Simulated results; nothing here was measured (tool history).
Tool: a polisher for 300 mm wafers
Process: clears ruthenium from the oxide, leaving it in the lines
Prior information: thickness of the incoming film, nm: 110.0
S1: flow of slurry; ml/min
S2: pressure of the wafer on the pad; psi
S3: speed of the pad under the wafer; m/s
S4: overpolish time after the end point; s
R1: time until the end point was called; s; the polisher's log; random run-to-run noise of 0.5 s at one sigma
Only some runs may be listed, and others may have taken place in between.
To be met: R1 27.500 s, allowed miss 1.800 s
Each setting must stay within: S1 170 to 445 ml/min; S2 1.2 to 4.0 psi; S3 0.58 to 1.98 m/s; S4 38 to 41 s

run	day	S1	S2	S3	S4	R1
1	0.000	285	2.6	1.28	38	47.894
2	0.042	285	2.6	1.00	38	58.092
3	0.321	285	2.9	1.00	38	51.827
4	0.467	255	2.9	1.00	38	54.274
5	0.754	275	3.2	1.10	38	45.177
6	0.921	220	3.2	1.10	38	44.719
7	1.200	220	3.4	1.20	38	39.466
8	1.483	220	3.6	1.28	38	34.555

Pick the move, out of 5, that brings all results within their allowed miss; only one does.
A	1.767	290	3.8	0.98	38	?
B	1.767	205	3.4	1.34	38	?
C	1.767	230	3.1	1.16	38	?
D	1.767	210	3.8	1.58	39	?
E	1.767	285	3.5	1.14	41	?

move	R1
A	41.899
B	37.170
C	45.421
D	28.678
E	39.956
A: its largest miss is bigger than the last run's
B: its largest miss is bigger than the last run's
C: its largest miss is bigger than the last run's
D: all results land within tolerance of their targets
E: its largest miss is bigger than the last run's
Correct choice: D, which meets every target
